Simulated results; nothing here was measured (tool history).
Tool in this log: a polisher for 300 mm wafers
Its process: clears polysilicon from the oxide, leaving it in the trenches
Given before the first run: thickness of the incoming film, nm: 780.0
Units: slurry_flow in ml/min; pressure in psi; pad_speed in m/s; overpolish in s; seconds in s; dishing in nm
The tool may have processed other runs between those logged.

run	hour	slurry_flow	pressure	pad_speed	overpolish	seconds	dishing
1	0	220	3	1.28	23	37.653	48.006
2	6.7	220	3	1.28	32	37.285	49.81
3	9	220	3	1.4	32	34.844	46.332
4	10.2	220	2.8	1.38	32	36.986	49.21
5	18.2	205	2.7	1.32	28	38.983	46.874
6	24.3	240	2.7	1.32	28	38.84	49.579
7	29.7	230	2.5	1.28	27	42.44	46.332
8	30.5	245	2.4	1.22	29	45.757	48.942
9	35.7	245	2.3	1.2	29	47.854	48.917
10	42	245	2.2	1.18	29	50.615	51.205

What does the tool deliver on the next run?
11	50.1	240	2.1	1.18	28	?	?

{"run 11": {"seconds": 51.575, "dishing": 49.044}}
